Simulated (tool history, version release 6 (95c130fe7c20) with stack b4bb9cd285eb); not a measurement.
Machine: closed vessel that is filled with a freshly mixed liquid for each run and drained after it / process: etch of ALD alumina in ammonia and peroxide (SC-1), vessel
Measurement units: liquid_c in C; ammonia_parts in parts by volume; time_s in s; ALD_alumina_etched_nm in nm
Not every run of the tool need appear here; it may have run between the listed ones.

| run | hour | liquid_c | ammonia_parts | time_s | ALD_alumina_etched_nm |
|---|---|---|---|---|---|
| 1 | 0.0 | 59.0 | 0.45 | 1460 | 76.558 |
| 2 | 8.5 | 65.0 | 0.45 | 1460 | 102.910 |
| 3 | 12.5 | 58.5 | 0.45 | 1460 | 74.051 |
| 4 | 20.5 | 58.5 | 0.55 | 1460 | 75.785 |
| 5 | 27.3 | 54.0 | 0.55 | 1460 | 59.532 |
| 6 | 29.5 | 51.0 | 0.55 | 1460 | 50.772 |

Run 7 comes next. What will it give?
| 7 | 31.0 | 44.0 | 0.55 | 1460 | ? |

{"run 7": {"ALD_alumina_etched_nm": 34.444}}
